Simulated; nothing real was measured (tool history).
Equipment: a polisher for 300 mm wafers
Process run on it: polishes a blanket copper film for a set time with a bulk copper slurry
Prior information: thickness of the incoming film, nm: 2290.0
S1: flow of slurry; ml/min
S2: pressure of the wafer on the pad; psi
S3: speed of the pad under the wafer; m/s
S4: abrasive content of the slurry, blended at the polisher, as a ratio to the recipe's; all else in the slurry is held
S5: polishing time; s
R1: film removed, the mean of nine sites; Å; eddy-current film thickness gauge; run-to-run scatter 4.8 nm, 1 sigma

run	hour	S1	S2	S3	S4	S5	R1
1	0.0	275	2.5	1.26	1.0	33	3210.6
2	4.1	275	2.5	1.02	1.0	33	2641.6
3	7.0	275	2.5	1.02	1.0	33	2625.0
4	13.4	275	2.5	1.02	1.1	33	2734.8
5	20.8	275	2.6	1.02	1.1	33	2775.5
6	24.7	275	2.0	1.02	1.1	33	2220.4
7	31.0	275	2.1	1.02	1.1	33	2281.5
8	39.1	275	2.2	1.02	1.1	33	2386.1

The next listed run, before its measurement:
9	44.8	275	2.3	1.02	1.1	33	?

Run 9 produced R1 2499.9 Å.
